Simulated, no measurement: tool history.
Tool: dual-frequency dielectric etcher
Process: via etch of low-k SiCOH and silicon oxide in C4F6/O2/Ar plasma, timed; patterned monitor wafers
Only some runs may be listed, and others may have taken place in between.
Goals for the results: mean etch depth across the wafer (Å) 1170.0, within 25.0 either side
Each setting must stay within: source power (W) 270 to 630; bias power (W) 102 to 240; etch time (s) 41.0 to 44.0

run,hour,source power (W),bias power (W),etch time (s),mean etch depth across the wafer (Å)
1,0.0,450,171,44.0,1319.6
2,1.4,450,156,44.0,1299.5
3,6.5,490,156,44.0,1363.6
4,8.6,550,156,44.0,1455.0
5,12.7,550,156,41.0,1350.1
6,15.2,550,156,41.0,1363.6
7,16.6,530,154,41.0,1328.5
8,21.0,510,152,41.0,1294.5
9,26.6,500,151,41.0,1285.3
10,31.7,500,151,41.0,1282.5
11,32.3,490,150,41.0,1269.1
12,37.4,480,149,41.0,1244.8
13,37.9,470,148,41.0,1217.7

Below are 4 possible settings for the next run. Only one of them brings all results inside the allowed miss of their targets. Which is it?
A,38.4,400,150,43.5,?
B,38.4,510,132,41.0,?
C,38.4,460,142,44.0,?
D,38.4,470,147,42.5,?

move,mean etch depth across the wafer (Å)
A,1180.2
B,1267.2
C,1293.9
D,1274.6
A: every result within its allowed miss
B: the biggest miss grows against the last run
C: the biggest miss grows against the last run
D: the biggest miss grows against the last run
Go with A: it meets all targets.
